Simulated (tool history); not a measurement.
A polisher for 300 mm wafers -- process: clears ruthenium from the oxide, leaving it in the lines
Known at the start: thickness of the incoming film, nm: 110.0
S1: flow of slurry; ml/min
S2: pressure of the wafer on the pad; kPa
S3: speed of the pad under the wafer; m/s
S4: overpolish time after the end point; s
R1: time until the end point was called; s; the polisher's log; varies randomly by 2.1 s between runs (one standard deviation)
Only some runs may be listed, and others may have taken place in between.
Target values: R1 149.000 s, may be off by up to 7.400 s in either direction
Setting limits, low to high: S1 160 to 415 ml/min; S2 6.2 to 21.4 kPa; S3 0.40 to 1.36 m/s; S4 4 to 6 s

{"run": 1, "hour": 0.0, "S1": 265, "S2": 13.8, "S3": 0.88, "S4": 6, "R1": 100.6}
{"run": 2, "hour": 4.7, "S1": 265, "S2": 13.8, "S3": 0.88, "S4": 6, "R1": 100.64}
{"run": 3, "hour": 5.5, "S1": 265, "S2": 13.8, "S3": 0.88, "S4": 6, "R1": 101.75}
{"run": 4, "hour": 6.8, "S1": 265, "S2": 16.5, "S3": 0.88, "S4": 6, "R1": 85.837}
{"run": 5, "hour": 14.6, "S1": 265, "S2": 14.5, "S3": 0.86, "S4": 6, "R1": 99.318}
{"run": 6, "hour": 18.7, "S1": 265, "S2": 15.9, "S3": 0.86, "S4": 6, "R1": 88.885}
{"run": 7, "hour": 26.4, "S1": 265, "S2": 11.7, "S3": 0.82, "S4": 6, "R1": 126.93}
{"run": 8, "hour": 34.1, "S1": 265, "S2": 11.0, "S3": 0.82, "S4": 6, "R1": 136.51}

Exactly one of the 4 candidate moves below puts every result within its allowed miss. Which one?
{"run": "A", "hour": 41.8, "S1": 240, "S2": 11.7, "S3": 0.82, "S4": 5, "R1": "?"}
{"run": "B", "hour": 41.8, "S1": 245, "S2": 10.3, "S3": 0.88, "S4": 5, "R1": "?"}
{"run": "C", "hour": 41.8, "S1": 280, "S2": 10.3, "S3": 0.76, "S4": 6, "R1": "?"}
{"run": "D", "hour": 41.8, "S1": 285, "S2": 13.8, "S3": 0.64, "S4": 4, "R1": "?"}

move=A R1=126.050
move=B R1=133.080
move=C R1=150.750
move=D R1=133.140
A: lands further from the targets than the last run did
B: lands further from the targets than the last run did
C: meets every target
D: lands further from the targets than the last run did
Answer: C

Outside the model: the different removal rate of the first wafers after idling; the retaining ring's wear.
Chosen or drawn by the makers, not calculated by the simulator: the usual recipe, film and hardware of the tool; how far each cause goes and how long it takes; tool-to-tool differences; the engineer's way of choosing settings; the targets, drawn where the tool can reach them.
